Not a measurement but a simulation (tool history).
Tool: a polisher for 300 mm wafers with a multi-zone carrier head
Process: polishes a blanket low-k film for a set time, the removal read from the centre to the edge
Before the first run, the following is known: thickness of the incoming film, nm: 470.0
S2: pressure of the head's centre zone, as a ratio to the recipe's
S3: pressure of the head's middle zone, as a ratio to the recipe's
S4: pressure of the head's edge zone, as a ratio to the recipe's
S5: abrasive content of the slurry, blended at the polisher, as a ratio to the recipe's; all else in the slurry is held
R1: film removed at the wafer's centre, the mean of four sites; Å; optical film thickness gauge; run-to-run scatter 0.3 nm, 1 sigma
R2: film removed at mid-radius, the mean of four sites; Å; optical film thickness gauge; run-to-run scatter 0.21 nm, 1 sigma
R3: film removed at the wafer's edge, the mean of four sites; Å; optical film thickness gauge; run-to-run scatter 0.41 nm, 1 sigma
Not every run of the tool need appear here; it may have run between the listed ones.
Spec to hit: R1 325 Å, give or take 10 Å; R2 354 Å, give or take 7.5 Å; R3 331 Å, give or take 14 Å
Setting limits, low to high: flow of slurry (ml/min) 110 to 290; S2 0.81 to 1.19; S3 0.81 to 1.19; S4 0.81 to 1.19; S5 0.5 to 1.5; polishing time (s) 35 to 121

{"run": 1, "day": 0.0, "flow of slurry (ml/min)": 185, "S2": 1, "S3": 1, "S4": 1, "S5": 1, "polishing time (s)": 78, "R1": 441.85, "R2": 452.58, "R3": 450.24}
{"run": 2, "day": 0.233, "flow of slurry (ml/min)": 180, "S2": 0.98, "S3": 0.99, "S4": 0.97, "S5": 0.9, "polishing time (s)": 78, "R1": 412.59, "R2": 417.17, "R3": 411.82}
{"run": 3, "day": 0.512, "flow of slurry (ml/min)": 170, "S2": 0.95, "S3": 0.98, "S4": 0.94, "S5": 0.9, "polishing time (s)": 78, "R1": 390.46, "R2": 411.79, "R3": 403.21}
{"run": 4, "day": 0.838, "flow of slurry (ml/min)": 210, "S2": 0.95, "S3": 0.98, "S4": 0.94, "S5": 0.9, "polishing time (s)": 78, "R1": 407.08, "R2": 427.23, "R3": 427.19}
{"run": 5, "day": 0.908, "flow of slurry (ml/min)": 190, "S2": 0.94, "S3": 0.97, "S4": 0.91, "S5": 0.85, "polishing time (s)": 78, "R1": 380.42, "R2": 398.69, "R3": 402.93}
{"run": 6, "day": 1.129, "flow of slurry (ml/min)": 175, "S2": 0.94, "S3": 0.98, "S4": 0.89, "S5": 0.85, "polishing time (s)": 78, "R1": 378.75, "R2": 394.37, "R3": 388.11}
{"run": 7, "day": 1.458, "flow of slurry (ml/min)": 165, "S2": 0.93, "S3": 0.98, "S4": 0.87, "S5": 0.85, "polishing time (s)": 78, "R1": 362.5, "R2": 391.32, "R3": 385.75}
{"run": 8, "day": 1.742, "flow of slurry (ml/min)": 155, "S2": 0.93, "S3": 0.99, "S4": 0.86, "S5": 0.8, "polishing time (s)": 78, "R1": 352.99, "R2": 375.85, "R3": 367.63}
{"run": 9, "day": 1.942, "flow of slurry (ml/min)": 120, "S2": 0.9, "S3": 1.03, "S4": 0.81, "S5": 0.7, "polishing time (s)": 78, "R1": 283.42, "R2": 329.01, "R3": 309.73}
{"run": 10, "day": 2.029, "flow of slurry (ml/min)": 120, "S2": 0.9, "S3": 1.03, "S4": 0.81, "S5": 0.7, "polishing time (s)": 78, "R1": 281.14, "R2": 328.65, "R3": 302.1}
{"run": 11, "day": 2.371, "flow of slurry (ml/min)": 130, "S2": 0.91, "S3": 1.03, "S4": 0.81, "S5": 0.7, "polishing time (s)": 78, "R1": 292.19, "R2": 336.81, "R3": 317.52}
{"run": 12, "day": 2.738, "flow of slurry (ml/min)": 135, "S2": 0.93, "S3": 1.04, "S4": 0.81, "S5": 0.7, "polishing time (s)": 78, "R1": 296.62, "R2": 346.99, "R3": 315.72}
{"run": 13, "day": 2.875, "flow of slurry (ml/min)": 140, "S2": 0.94, "S3": 1.03, "S4": 0.81, "S5": 0.7, "polishing time (s)": 78, "R1": 306.39, "R2": 337.15, "R3": 311.25}
{"run": 14, "day": 3.158, "flow of slurry (ml/min)": 145, "S2": 0.94, "S3": 1.03, "S4": 0.81, "S5": 0.7, "polishing time (s)": 78, "R1": 312.7, "R2": 344.58, "R3": 318.17}
{"run": 15, "day": 3.371, "flow of slurry (ml/min)": 145, "S2": 0.94, "S3": 1.03, "S4": 0.81, "S5": 0.7, "polishing time (s)": 78, "R1": 309.32, "R2": 347, "R3": 317.18}
{"run": 16, "day": 3.675, "flow of slurry (ml/min)": 150, "S2": 0.94, "S3": 1.03, "S4": 0.81, "S5": 0.7, "polishing time (s)": 78, "R1": 312.23, "R2": 346.67, "R3": 322.25}

Next run, 5 choices. One meets every target within its allowed miss, the rest don't. Which?
{"run": "A", "day": 3.979, "flow of slurry (ml/min)": 145, "S2": 1, "S3": 1.12, "S4": 0.81, "S5": 0.75, "polishing time (s)": 70, "R1": "?", "R2": "?", "R3": "?"}
{"run": "B", "day": 3.979, "flow of slurry (ml/min)": 200, "S2": 0.93, "S3": 1, "S4": 0.83, "S5": 0.55, "polishing time (s)": 98, "R1": "?", "R2": "?", "R3": "?"}
{"run": "C", "day": 3.979, "flow of slurry (ml/min)": 165, "S2": 1, "S3": 1.05, "S4": 0.82, "S5": 0.7, "polishing time (s)": 80, "R1": "?", "R2": "?", "R3": "?"}
{"run": "D", "day": 3.979, "flow of slurry (ml/min)": 140, "S2": 1.01, "S3": 1.07, "S4": 0.82, "S5": 0.55, "polishing time (s)": 104, "R1": "?", "R2": "?", "R3": "?"}
{"run": "E", "day": 3.979, "flow of slurry (ml/min)": 165, "S2": 0.89, "S3": 0.9, "S4": 0.85, "S5": 0.6, "polishing time (s)": 94, "R1": "?", "R2": "?", "R3": "?"}

move=A R1=316.11 R2=348.69 R3=295.58
move=B R1=327.39 R2=350.67 R3=325.28
move=C R1=351.16 R2=365.53 R3=326.72
move=D R1=351.37 R2=369.49 R3=327.93
move=E R1=317.81 R2=327.37 R3=337.5
A: brings the last run's worst result on target, with another outside its allowed miss
B: every result within its allowed miss
C: takes the biggest miss from the last run beyond its target
D: takes the biggest miss from the last run beyond its target
E: brings the last run's worst result on target, with another outside its allowed miss
Answer: B
